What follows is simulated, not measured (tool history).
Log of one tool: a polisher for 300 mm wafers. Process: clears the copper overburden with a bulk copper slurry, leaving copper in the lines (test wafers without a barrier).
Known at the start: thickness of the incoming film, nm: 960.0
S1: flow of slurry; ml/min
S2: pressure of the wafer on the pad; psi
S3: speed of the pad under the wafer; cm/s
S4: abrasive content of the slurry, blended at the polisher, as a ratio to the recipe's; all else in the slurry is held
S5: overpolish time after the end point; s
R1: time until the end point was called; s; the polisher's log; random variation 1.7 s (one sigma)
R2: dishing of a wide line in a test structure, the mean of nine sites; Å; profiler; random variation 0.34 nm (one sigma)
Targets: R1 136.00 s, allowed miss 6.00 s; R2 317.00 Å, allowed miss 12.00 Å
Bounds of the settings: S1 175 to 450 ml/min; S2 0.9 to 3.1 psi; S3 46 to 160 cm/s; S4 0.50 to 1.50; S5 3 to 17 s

run,hour,S1,S2,S3,S4,S5,R1,R2
1,0.0,290,2.0,102,1.00,9,165.97,374.38
2,3.3,290,2.0,102,0.90,9,169.81,375.99
3,7.1,240,2.0,102,0.90,9,172.14,358.14
4,11.9,240,1.7,102,0.90,9,193.52,332.31
5,18.7,245,1.9,102,0.95,8,175.44,320.59
6,21.4,250,2.0,102,1.00,7,168.64,298.68
7,30.0,265,2.1,102,1.00,7,160.07,314.89
8,35.0,270,2.2,102,1.00,7,152.75,324.42
9,37.1,275,2.3,102,1.00,7,152.18,335.64
10,39.7,275,2.4,102,1.05,7,144.85,352.54

Which of these 4 next moves meets every target?
A,42.3,285,2.2,96,1.10,10,?,?
B,42.3,285,2.2,108,1.10,7,?,?
C,42.3,275,2.2,116,1.10,6,?,?
D,42.3,335,2.2,102,1.30,8,?,?

move,R1,R2
A,160.48,420.83
B,144.51,344.91
C,136.04,319.35
D,145.54,381.71
A: further off than the last run
B: nearer than the last run, and not there yet
C: meets every target
D: further off than the last run
Answer: C
